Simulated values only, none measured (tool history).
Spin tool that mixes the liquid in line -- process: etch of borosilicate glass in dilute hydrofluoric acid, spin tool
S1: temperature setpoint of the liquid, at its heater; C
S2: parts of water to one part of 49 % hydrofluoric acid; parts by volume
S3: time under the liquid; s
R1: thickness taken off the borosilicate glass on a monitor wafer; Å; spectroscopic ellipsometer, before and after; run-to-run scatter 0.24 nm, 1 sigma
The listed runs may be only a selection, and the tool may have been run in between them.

run,hour,S1,S2,S3,R1
1,0,23,90,95,198.68
2,6.4,23,60,95,316.17
3,13.7,23,60,100,330.57
4,16.9,23,45,100,442.42
5,20.5,21.5,50,100,380.37
6,28.7,19,50,100,339.5
7,35.3,18.5,55,100,296.9
8,36.8,18,55,100,297.88

What will run 9 give?
9,45.2,18,60,100,?

For run 9 the tool returned R1 272.03 Å.

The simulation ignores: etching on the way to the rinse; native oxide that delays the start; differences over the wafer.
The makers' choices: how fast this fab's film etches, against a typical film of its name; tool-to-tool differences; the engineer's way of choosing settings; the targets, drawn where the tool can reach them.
